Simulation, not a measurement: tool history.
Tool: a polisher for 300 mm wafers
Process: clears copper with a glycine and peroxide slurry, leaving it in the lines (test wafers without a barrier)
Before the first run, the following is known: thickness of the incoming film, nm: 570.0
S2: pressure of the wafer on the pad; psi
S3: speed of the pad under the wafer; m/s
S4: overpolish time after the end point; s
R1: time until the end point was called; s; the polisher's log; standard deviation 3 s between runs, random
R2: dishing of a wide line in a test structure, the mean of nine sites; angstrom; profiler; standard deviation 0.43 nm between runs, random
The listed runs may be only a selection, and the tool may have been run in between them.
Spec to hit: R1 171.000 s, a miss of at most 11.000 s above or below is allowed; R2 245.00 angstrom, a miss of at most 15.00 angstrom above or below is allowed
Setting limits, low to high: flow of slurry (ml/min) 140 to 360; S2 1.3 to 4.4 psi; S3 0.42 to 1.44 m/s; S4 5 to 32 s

Run 1, hour 0.0: flow of slurry (ml/min) 230, S2 2.8 psi, S3 0.92 m/s, S4 16 s. Result: R1 87.762 s, R2 275.19 angstrom.
Run 2, hour 1.8: flow of slurry (ml/min) 230, S2 2.8 psi, S3 0.92 m/s, S4 12 s. Result: R1 88.015 s, R2 263.67 angstrom.
Run 3, hour 5.3: flow of slurry (ml/min) 230, S2 2.8 psi, S3 1.04 m/s, S4 12 s. Result: R1 80.596 s, R2 272.04 angstrom.
Run 4, hour 13.1: flow of slurry (ml/min) 230, S2 2.8 psi, S3 0.82 m/s, S4 12 s. Result: R1 100.850 s, R2 260.04 angstrom.
Run 5, hour 20.1: flow of slurry (ml/min) 230, S2 2.5 psi, S3 0.82 m/s, S4 12 s. Result: R1 107.330 s, R2 251.40 angstrom.
Run 6, hour 21.4: flow of slurry (ml/min) 230, S2 2.8 psi, S3 0.82 m/s, S4 12 s. Result: R1 99.088 s, R2 253.20 angstrom.
Run 7, hour 25.5: flow of slurry (ml/min) 230, S2 2.5 psi, S3 0.78 m/s, S4 13 s. Result: R1 111.780 s, R2 248.46 angstrom.
Run 8, hour 29.3: flow of slurry (ml/min) 230, S2 2.3 psi, S3 0.74 m/s, S4 15 s. Result: R1 121.140 s, R2 259.22 angstrom.
Run 9, hour 31.3: flow of slurry (ml/min) 230, S2 2.1 psi, S3 0.72 m/s, S4 15 s. Result: R1 135.380 s, R2 253.76 angstrom.
Run 10, hour 35.2: flow of slurry (ml/min) 230, S2 2.0 psi, S3 0.72 m/s, S4 15 s. Result: R1 135.680 s, R2 246.14 angstrom.
Run 11, hour 41.9: flow of slurry (ml/min) 230, S2 1.9 psi, S3 0.70 m/s, S4 16 s. Result: R1 151.790 s, R2 258.95 angstrom.
Run 12, hour 49.0: flow of slurry (ml/min) 230, S2 1.8 psi, S3 0.70 m/s, S4 16 s. Result: R1 158.720 s, R2 239.20 angstrom.

Consider the 5 candidate settings below. Which is the only one whose results all fall within their allowed miss of target?
Run A, hour 56.1: flow of slurry (ml/min) 240, S2 1.9 psi, S3 0.70 m/s, S4 17 s. Result: R1 ?, R2 ?.
Run B, hour 56.1: flow of slurry (ml/min) 175, S2 1.5 psi, S3 0.76 m/s, S4 28 s. Result: R1 ?, R2 ?.
Run C, hour 56.1: flow of slurry (ml/min) 245, S2 1.7 psi, S3 0.62 m/s, S4 17 s. Result: R1 ?, R2 ?.
Run D, hour 56.1: flow of slurry (ml/min) 245, S2 1.5 psi, S3 0.56 m/s, S4 28 s. Result: R1 ?, R2 ?.
Run E, hour 56.1: flow of slurry (ml/min) 235, S2 2.2 psi, S3 0.66 m/s, S4 14 s. Result: R1 ?, R2 ?.

move       R1      R2
   A  149.190  254.27
   B  173.420  286.40
   C  173.770  240.41
   D  199.730  285.92
   E  140.650  239.66
A: misses by more than the last run did
B: meets the target for the result that was furthest off, but another lies outside its allowed miss
C: each result inside its tolerance
D: the result that was furthest off in the last run now lies on the other side of its target
E: misses by more than the last run did
Answer: C
